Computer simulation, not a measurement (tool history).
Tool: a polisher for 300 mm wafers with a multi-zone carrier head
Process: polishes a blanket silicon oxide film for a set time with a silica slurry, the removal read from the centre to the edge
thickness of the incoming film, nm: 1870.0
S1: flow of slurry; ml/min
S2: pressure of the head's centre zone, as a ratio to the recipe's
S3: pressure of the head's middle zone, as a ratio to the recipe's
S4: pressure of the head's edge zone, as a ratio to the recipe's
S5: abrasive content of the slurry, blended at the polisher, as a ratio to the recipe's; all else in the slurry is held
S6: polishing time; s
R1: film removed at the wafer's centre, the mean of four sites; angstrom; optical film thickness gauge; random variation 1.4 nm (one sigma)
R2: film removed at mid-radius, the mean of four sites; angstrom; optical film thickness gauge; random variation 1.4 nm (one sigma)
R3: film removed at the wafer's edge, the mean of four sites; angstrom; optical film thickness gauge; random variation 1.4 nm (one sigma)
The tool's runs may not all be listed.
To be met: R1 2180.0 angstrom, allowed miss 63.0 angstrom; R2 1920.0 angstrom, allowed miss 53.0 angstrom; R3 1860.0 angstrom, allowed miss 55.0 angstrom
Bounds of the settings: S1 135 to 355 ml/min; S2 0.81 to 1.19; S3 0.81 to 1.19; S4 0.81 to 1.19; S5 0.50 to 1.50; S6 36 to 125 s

run    day   S1    S2    S3    S4    S5  S6      R1      R2      R3
  1  0.000  225  1.00  1.00  1.00  1.00  80  2130.0  2172.2  2144.7
  2  0.354  220  1.01  0.99  0.97  1.00  80  2154.8  2168.8  2129.1
  3  0.621  215  1.03  0.98  0.95  0.95  80  2174.0  2095.1  2053.0
  4  0.667  210  1.04  0.97  0.93  0.95  80  2163.1  2079.5  2043.1
  5  0.817  240  1.04  0.97  0.93  0.95  80  2225.1  2095.6  2012.4
  6  1.025  285  1.04  0.97  0.93  0.95  80  2273.0  2179.6  2084.3
  7  1.096  270  1.04  0.96  0.91  0.95  80  2244.9  2134.9  2060.2
  8  1.438  260  1.05  0.95  0.89  0.95  80  2260.8  2096.1  2017.6

Which of these 4 next moves meets every target?
  A  1.779  295  1.11  1.08  0.87  0.85  72   ?   ?   ?
  B  1.779  205  1.10  0.94  0.86  0.90  78   ?   ?   ?
  C  1.779  275  1.04  0.95  0.89  0.95  73   ?   ?   ?
  D  1.779  340  1.13  1.04  0.95  1.45  59   ?   ?   ?

move      R1      R2      R3
   A  2086.8  2031.2  1751.1
   B  2179.6  1916.2  1872.8
   C  2062.0  1926.8  1876.7
   D  2190.5  2025.1  1872.9
A: nearer than the last run, and not there yet
B: meets every target
C: brings the result that was furthest off to its target, and leaves another outside
D: nearer than the last run, and not there yet
Move B is the one to make.
